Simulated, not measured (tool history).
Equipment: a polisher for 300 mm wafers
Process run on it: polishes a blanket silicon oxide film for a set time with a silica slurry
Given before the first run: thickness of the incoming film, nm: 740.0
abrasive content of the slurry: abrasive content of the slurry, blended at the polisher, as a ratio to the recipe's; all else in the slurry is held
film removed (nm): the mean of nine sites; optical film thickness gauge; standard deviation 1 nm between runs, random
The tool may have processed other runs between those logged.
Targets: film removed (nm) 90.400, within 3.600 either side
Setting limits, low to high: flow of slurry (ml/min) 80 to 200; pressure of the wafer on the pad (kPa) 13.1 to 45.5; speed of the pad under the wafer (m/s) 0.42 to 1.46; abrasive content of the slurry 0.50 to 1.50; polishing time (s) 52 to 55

run,hour,flow of slurry (ml/min),pressure of the wafer on the pad (kPa),speed of the pad under the wafer (m/s),abrasive content of the slurry,polishing time (s),film removed (nm)
1,0.0,130,29.0,0.94,1.00,52,131.900
2,8.0,130,27.6,0.94,1.00,52,125.890
3,9.6,130,26.2,0.94,1.00,52,120.220
4,16.4,130,26.2,0.94,1.00,52,120.870
5,22.1,130,25.5,0.94,1.00,52,122.570
6,29.6,130,24.1,0.94,1.00,52,115.190
7,36.7,130,23.4,0.94,1.00,52,113.400
8,44.1,130,22.8,0.94,1.00,52,108.220
9,48.5,130,22.1,0.94,1.00,52,106.350
10,53.3,130,21.4,0.94,1.00,52,101.930
11,53.9,130,21.4,0.94,1.00,52,103.050
12,57.4,130,20.7,0.94,1.00,52,100.660
13,64.7,125,19.3,0.94,1.00,52,94.401
14,67.3,125,19.3,0.94,1.00,52,95.690

Consider the 5 candidate settings below. Which is the only one whose results all fall within their allowed miss of target?
A,69.9,105,19.3,1.04,0.95,55,?
B,69.9,125,16.5,1.04,1.05,55,?
C,69.9,125,20.0,0.92,1.10,55,?
D,69.9,110,22.1,0.94,0.75,55,?
E,69.9,125,17.9,1.04,1.00,55,?

move,film removed (nm)
A,102.750
B,99.741
C,108.010
D,88.824
E,102.830
A: misses by more than the last run did
B: misses by more than the last run did
C: misses by more than the last run did
D: every result within its allowed miss
E: misses by more than the last run did
So the answer is move D, the one that meets all the targets.
